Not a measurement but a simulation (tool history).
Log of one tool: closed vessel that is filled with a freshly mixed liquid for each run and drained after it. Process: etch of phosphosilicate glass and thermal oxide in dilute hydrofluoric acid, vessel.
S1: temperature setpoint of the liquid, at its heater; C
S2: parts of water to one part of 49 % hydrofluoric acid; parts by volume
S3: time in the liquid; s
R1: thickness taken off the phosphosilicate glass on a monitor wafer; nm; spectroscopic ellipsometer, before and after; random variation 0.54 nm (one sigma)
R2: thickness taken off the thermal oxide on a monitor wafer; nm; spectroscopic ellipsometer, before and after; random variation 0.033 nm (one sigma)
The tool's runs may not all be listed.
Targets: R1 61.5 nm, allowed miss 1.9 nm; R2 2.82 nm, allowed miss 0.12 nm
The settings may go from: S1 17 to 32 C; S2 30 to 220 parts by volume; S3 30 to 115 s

run 1 hour=0 | S1=24 S2=125 S3=60 | R1=48.688 R2=2.2329
run 2 hour=2.5 | S1=25.5 S2=125 S3=60 | R1=50.574 R2=2.3806
run 3 hour=8.4 | S1=22.5 S2=125 S3=60 | R1=45.93 R2=2.1001
run 4 hour=10.5 | S1=21.5 S2=125 S3=60 | R1=43.489 R2=2.0047
run 5 hour=12.4 | S1=23.5 S2=125 S3=60 | R1=47.325 R2=2.1921
run 6 hour=16.2 | S1=24.5 S2=125 S3=60 | R1=49.446 R2=2.2514
run 7 hour=18.5 | S1=25.5 S2=125 S3=60 | R1=51.573 R2=2.3893
run 8 hour=21.4 | S1=26.5 S2=125 S3=60 | R1=53.545 R2=2.5055
run 9 hour=24.7 | S1=27 S2=125 S3=60 | R1=54.785 R2=2.5277
run 10 hour=31.9 | S1=27.5 S2=125 S3=60 | R1=55.805 R2=2.5452
run 11 hour=37.2 | S1=30 S2=120 S3=60 | R1=63.706 R2=2.9451

Which of these 5 next moves meets every target?
run A hour=42.5 | S1=28 S2=120 S3=65 | R1=? R2=?
run B hour=42.5 | S1=32 S2=125 S3=60 | R1=? R2=?
run C hour=42.5 | S1=25.5 S2=130 S3=80 | R1=? R2=?
run D hour=42.5 | S1=25 S2=160 S3=105 | R1=? R2=?
run E hour=42.5 | S1=27 S2=105 S3=55 | R1=? R2=?

move=A R1=65.033 R2=2.9564
move=B R1=66.308 R2=3.0144
move=C R1=66.364 R2=3.0169
move=D R1=67.019 R2=3.0467
move=E R1=61.744 R2=2.8069
A: further off than the last run
B: further off than the last run
C: further off than the last run
D: further off than the last run
E: meets every target
Move E is the one to make.
